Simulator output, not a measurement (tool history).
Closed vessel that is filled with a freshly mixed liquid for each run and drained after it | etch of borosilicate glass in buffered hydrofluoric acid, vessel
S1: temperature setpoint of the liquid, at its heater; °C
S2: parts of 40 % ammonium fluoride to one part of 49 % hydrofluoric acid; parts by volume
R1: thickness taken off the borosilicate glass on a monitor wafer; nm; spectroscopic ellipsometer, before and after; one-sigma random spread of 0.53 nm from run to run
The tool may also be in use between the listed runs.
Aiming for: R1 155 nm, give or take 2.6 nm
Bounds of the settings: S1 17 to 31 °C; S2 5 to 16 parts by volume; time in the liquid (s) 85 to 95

run 1 hour=0 | S1=23 S2=9.5 time_in_the_liquid_(s)=85 | R1=104.3
run 2 hour=3.2 | S1=23 S2=9.5 time_in_the_liquid_(s)=95 | R1=116.56
run 3 hour=5.1 | S1=23 S2=9.5 time_in_the_liquid_(s)=95 | R1=116.76
run 4 hour=7.7 | S1=24.5 S2=9.5 time_in_the_liquid_(s)=95 | R1=125.91
run 5 hour=16.4 | S1=24.5 S2=9.5 time_in_the_liquid_(s)=95 | R1=126.11
run 6 hour=22.2 | S1=24.5 S2=9.5 time_in_the_liquid_(s)=95 | R1=125.65
run 7 hour=23.3 | S1=26 S2=9.5 time_in_the_liquid_(s)=95 | R1=137.18
run 8 hour=25.8 | S1=26.5 S2=9.5 time_in_the_liquid_(s)=95 | R1=141.08

Next run, 5 choices. One meets every target within its allowed miss, the rest don't. Which?
run A hour=28.3 | S1=25.5 S2=7 time_in_the_liquid_(s)=85 | R1=?
run B hour=28.3 | S1=27 S2=8.5 time_in_the_liquid_(s)=95 | R1=?
run C hour=28.3 | S1=26.5 S2=7.5 time_in_the_liquid_(s)=85 | R1=?
run D hour=28.3 | S1=30.5 S2=9.5 time_in_the_liquid_(s)=85 | R1=?
run E hour=28.3 | S1=25.5 S2=8.5 time_in_the_liquid_(s)=95 | R1=?

move=A R1=162.41
move=B R1=158.6
move=C R1=158.65
move=D R1=154.37
move=E R1=146.55
A: takes the result that was furthest off past its target
B: takes the result that was furthest off past its target
C: takes the result that was furthest off past its target
D: hits every target within its allowed miss
E: moves toward the targets from the last run without getting all of them in spec
Correct choice: D, which meets every target
